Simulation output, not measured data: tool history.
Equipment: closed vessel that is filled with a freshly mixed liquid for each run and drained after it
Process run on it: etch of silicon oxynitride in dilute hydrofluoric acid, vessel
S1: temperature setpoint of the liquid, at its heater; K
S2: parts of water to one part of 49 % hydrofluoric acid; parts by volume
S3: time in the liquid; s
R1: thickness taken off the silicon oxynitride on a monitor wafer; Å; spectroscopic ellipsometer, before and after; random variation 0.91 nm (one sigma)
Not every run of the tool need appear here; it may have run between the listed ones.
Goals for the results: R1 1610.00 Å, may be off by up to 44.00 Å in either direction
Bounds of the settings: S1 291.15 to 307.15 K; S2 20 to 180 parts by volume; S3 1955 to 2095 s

run,hour,S1,S2,S3,R1
1,0.0,299.15,100,1955,546.67
2,1.8,299.15,100,1955,552.08
3,8.9,300.65,85,1955,703.10
4,16.4,297.15,85,1955,594.83
5,20.8,295.65,85,1955,552.03
6,21.5,295.65,55,1955,885.00
7,22.1,297.65,55,1955,970.40
8,29.3,299.65,55,1955,1070.50
9,32.1,303.65,50,1955,1419.00
10,38.5,304.15,50,1955,1452.00
11,43.6,304.65,50,1955,1490.10
12,45.6,305.15,50,1955,1527.90

5 candidate next runs follow, results not yet known. Just one meets every target within its allowed miss. Identify it.
A,47.6,305.15,55,2095,?
B,47.6,306.15,60,2095,?
C,47.6,304.65,45,1970,?
D,47.6,302.15,45,1955,?
E,47.6,306.15,50,1990,?

move,R1
A,1469.40
B,1401.50
C,1668.60
D,1473.50
E,1616.10
A: further off than the last run
B: further off than the last run
C: moves the result that the last run missed by most past its target, out the other side
D: further off than the last run
E: each result inside its tolerance
Correct choice: E, which meets every target

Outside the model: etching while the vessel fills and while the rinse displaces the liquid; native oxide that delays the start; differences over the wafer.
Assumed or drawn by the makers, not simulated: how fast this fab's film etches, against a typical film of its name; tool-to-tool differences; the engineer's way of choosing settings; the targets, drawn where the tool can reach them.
